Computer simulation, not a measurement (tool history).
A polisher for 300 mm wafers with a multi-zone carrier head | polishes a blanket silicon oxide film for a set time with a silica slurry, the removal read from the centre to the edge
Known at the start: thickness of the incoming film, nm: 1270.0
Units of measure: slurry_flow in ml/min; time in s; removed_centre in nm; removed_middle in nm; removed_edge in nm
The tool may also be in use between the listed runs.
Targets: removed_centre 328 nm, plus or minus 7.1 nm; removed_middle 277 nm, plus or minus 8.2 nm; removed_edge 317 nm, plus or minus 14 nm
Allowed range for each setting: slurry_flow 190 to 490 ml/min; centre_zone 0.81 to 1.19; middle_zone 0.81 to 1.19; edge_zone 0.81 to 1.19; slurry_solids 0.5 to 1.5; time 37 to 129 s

{"run": 1, "hour": 0.0, "slurry_flow": 315, "centre_zone": 1, "middle_zone": 1, "edge_zone": 1, "slurry_solids": 1, "time": 83, "removed_centre": 253.67, "removed_middle": 246.93, "removed_edge": 250.44}
{"run": 2, "hour": 6.0, "slurry_flow": 315, "centre_zone": 1, "middle_zone": 1, "edge_zone": 1, "slurry_solids": 1, "time": 66, "removed_centre": 199.47, "removed_middle": 197.42, "removed_edge": 199.61}
{"run": 3, "hour": 8.0, "slurry_flow": 315, "centre_zone": 1, "middle_zone": 1.08, "edge_zone": 1, "slurry_solids": 1, "time": 66, "removed_centre": 200.98, "removed_middle": 208.64, "removed_edge": 202.26}
{"run": 4, "hour": 16.1, "slurry_flow": 315, "centre_zone": 1, "middle_zone": 1.12, "edge_zone": 1, "slurry_solids": 1, "time": 66, "removed_centre": 201.69, "removed_middle": 215.63, "removed_edge": 200.36}
{"run": 5, "hour": 18.5, "slurry_flow": 315, "centre_zone": 1, "middle_zone": 1.12, "edge_zone": 1, "slurry_solids": 1.15, "time": 66, "removed_centre": 217.51, "removed_middle": 238.19, "removed_edge": 210.63}
{"run": 6, "hour": 27.5, "slurry_flow": 315, "centre_zone": 1.03, "middle_zone": 1.12, "edge_zone": 1, "slurry_solids": 1.15, "time": 66, "removed_centre": 226.23, "removed_middle": 233.81, "removed_edge": 215.52}
{"run": 7, "hour": 32.0, "slurry_flow": 310, "centre_zone": 1.13, "middle_zone": 1.1, "edge_zone": 1.1, "slurry_solids": 1.4, "time": 73, "removed_centre": 297.23, "removed_middle": 280.16, "removed_edge": 274.32}
{"run": 8, "hour": 40.4, "slurry_flow": 320, "centre_zone": 1.14, "middle_zone": 1.06, "edge_zone": 1.13, "slurry_solids": 1.45, "time": 74, "removed_centre": 310.92, "removed_middle": 280.46, "removed_edge": 288.66}
{"run": 9, "hour": 42.2, "slurry_flow": 325, "centre_zone": 1.14, "middle_zone": 1.03, "edge_zone": 1.15, "slurry_solids": 1.45, "time": 75, "removed_centre": 312.94, "removed_middle": 282.15, "removed_edge": 293.63}
{"run": 10, "hour": 49.3, "slurry_flow": 320, "centre_zone": 1.14, "middle_zone": 0.99, "edge_zone": 1.16, "slurry_solids": 1.45, "time": 76, "removed_centre": 321.57, "removed_middle": 272.13, "removed_edge": 295.94}

Which single option among these 4 for the next run brings every result within its allowed miss of target? Just one does.
{"run": "A", "hour": 56.4, "slurry_flow": 320, "centre_zone": 1.09, "middle_zone": 0.94, "edge_zone": 1.16, "slurry_solids": 1.45, "time": 87, "removed_centre": "?", "removed_middle": "?", "removed_edge": "?"}
{"run": "B", "hour": 56.4, "slurry_flow": 315, "centre_zone": 1.19, "middle_zone": 1.07, "edge_zone": 1.08, "slurry_solids": 1.5, "time": 73, "removed_centre": "?", "removed_middle": "?", "removed_edge": "?"}
{"run": "C", "hour": 56.4, "slurry_flow": 395, "centre_zone": 1.09, "middle_zone": 0.94, "edge_zone": 1.17, "slurry_solids": 1.5, "time": 78, "removed_centre": "?", "removed_middle": "?", "removed_edge": "?"}
{"run": "D", "hour": 56.4, "slurry_flow": 210, "centre_zone": 1.09, "middle_zone": 1.01, "edge_zone": 1.05, "slurry_solids": 1.5, "time": 79, "removed_centre": "?", "removed_middle": "?", "removed_edge": "?"}

move=A removed_centre=355 removed_middle=303.55 removed_edge=346.89
move=B removed_centre=327.52 removed_middle=287.7 removed_edge=283.87
move=C removed_centre=329.32 removed_middle=281.09 removed_edge=321.35
move=D removed_centre=309.26 removed_middle=282.31 removed_edge=292.04
A: takes the result that was furthest off past its target
B: lands further from the targets than the last run did
C: hits every target within its allowed miss
D: lands further from the targets than the last run did
Correct choice: C, which meets every target
